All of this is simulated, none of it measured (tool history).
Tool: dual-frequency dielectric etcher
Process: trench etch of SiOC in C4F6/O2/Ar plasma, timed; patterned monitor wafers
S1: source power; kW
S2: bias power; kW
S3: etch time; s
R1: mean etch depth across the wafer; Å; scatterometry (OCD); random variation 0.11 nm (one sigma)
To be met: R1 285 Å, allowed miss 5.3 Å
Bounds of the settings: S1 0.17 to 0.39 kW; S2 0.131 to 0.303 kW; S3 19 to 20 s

Run 1, hour 0: S1 0.28 kW, S2 0.217 kW, S3 19 s. Result: R1 333.37 Å.
Run 2, hour 2.4: S1 0.28 kW, S2 0.2 kW, S3 19 s. Result: R1 327.61 Å.
Run 3, hour 5.8: S1 0.28 kW, S2 0.2 kW, S3 20 s. Result: R1 345.75 Å.
Run 4, hour 13.4: S1 0.26 kW, S2 0.192 kW, S3 20 s. Result: R1 332.4 Å.
Run 5, hour 15: S1 0.24 kW, S2 0.188 kW, S3 20 s. Result: R1 317.97 Å.
Run 6, hour 19.5: S1 0.23 kW, S2 0.187 kW, S3 20 s. Result: R1 313.79 Å.
Run 7, hour 24.4: S1 0.22 kW, S2 0.186 kW, S3 20 s. Result: R1 307.15 Å.
Run 8, hour 29.4: S1 0.21 kW, S2 0.185 kW, S3 20 s. Result: R1 301.12 Å.
Run 9, hour 33.2: S1 0.2 kW, S2 0.184 kW, S3 20 s. Result: R1 295.19 Å.

Which of these 5 next moves meets every target?
Run A, hour 37: S1 0.22 kW, S2 0.207 kW, S3 19 s. Result: R1 ?.
Run B, hour 37: S1 0.24 kW, S2 0.143 kW, S3 19.5 s. Result: R1 ?.
Run C, hour 37: S1 0.21 kW, S2 0.178 kW, S3 19 s. Result: R1 ?.
Run D, hour 37: S1 0.22 kW, S2 0.21 kW, S3 20 s. Result: R1 ?.
Run E, hour 37: S1 0.21 kW, S2 0.204 kW, S3 19.5 s. Result: R1 ?.

move      R1
   A  299.73
   B   294.3
   C  284.25
   D  316.58
   E  300.89
A: further off than the last run
B: nearer than the last run, and not there yet
C: meets every target
D: further off than the last run
E: further off than the last run
The right move is C.

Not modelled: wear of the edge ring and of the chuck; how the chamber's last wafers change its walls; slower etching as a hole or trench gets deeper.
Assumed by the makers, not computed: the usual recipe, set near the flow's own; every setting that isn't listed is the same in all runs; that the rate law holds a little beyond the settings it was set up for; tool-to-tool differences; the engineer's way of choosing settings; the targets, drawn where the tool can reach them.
